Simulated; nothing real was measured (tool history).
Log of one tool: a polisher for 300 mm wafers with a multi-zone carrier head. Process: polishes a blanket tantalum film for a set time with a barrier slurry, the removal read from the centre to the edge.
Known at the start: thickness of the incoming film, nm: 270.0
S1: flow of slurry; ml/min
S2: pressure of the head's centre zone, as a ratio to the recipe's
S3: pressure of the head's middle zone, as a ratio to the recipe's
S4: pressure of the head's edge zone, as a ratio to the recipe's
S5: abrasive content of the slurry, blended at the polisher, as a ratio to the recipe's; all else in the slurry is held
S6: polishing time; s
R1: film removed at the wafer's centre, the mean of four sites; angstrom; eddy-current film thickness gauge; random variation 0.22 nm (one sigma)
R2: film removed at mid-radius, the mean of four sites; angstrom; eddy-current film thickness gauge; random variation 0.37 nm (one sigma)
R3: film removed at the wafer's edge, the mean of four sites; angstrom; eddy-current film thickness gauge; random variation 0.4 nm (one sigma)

{"run": 1, "hour": 0.0, "S1": 205, "S2": 1.0, "S3": 1.0, "S4": 1.0, "S5": 1.0, "S6": 54, "R1": 464.14, "R2": 483.99, "R3": 483.49}
{"run": 2, "hour": 4.6, "S1": 205, "S2": 1.0, "S3": 1.0, "S4": 1.0, "S5": 1.0, "S6": 45, "R1": 390.65, "R2": 398.5, "R3": 401.99}
{"run": 3, "hour": 5.8, "S1": 200, "S2": 0.98, "S3": 0.97, "S4": 0.98, "S5": 0.95, "S6": 45, "R1": 373.27, "R2": 382.56, "R3": 392.52}
{"run": 4, "hour": 9.9, "S1": 235, "S2": 0.98, "S3": 0.97, "S4": 0.98, "S5": 0.95, "S6": 45, "R1": 385.26, "R2": 401.75, "R3": 388.36}
{"run": 5, "hour": 12.0, "S1": 235, "S2": 0.98, "S3": 0.97, "S4": 0.98, "S5": 0.95, "S6": 52, "R1": 446.84, "R2": 457.59, "R3": 447.04}
{"run": 6, "hour": 17.7, "S1": 235, "S2": 0.98, "S3": 0.97, "S4": 0.98, "S5": 0.95, "S6": 62, "R1": 541.99, "R2": 542.21, "R3": 552.73}
{"run": 7, "hour": 22.1, "S1": 235, "S2": 0.98, "S3": 0.97, "S4": 0.98, "S5": 0.95, "S6": 62, "R1": 538.0, "R2": 544.17, "R3": 544.19}
{"run": 8, "hour": 23.9, "S1": 180, "S2": 0.88, "S3": 0.87, "S4": 0.88, "S5": 0.7, "S6": 47, "R1": 318.1, "R2": 328.25, "R3": 348.32}

The next listed run, before its measurement:
{"run": 9, "hour": 26.6, "S1": 175, "S2": 0.88, "S3": 0.87, "S4": 0.88, "S5": 0.7, "S6": 47, "R1": "?", "R2": "?", "R3": "?"}

R1: 315.04 angstrom
R2: 325.50 angstrom
R3: 333.46 angstrom

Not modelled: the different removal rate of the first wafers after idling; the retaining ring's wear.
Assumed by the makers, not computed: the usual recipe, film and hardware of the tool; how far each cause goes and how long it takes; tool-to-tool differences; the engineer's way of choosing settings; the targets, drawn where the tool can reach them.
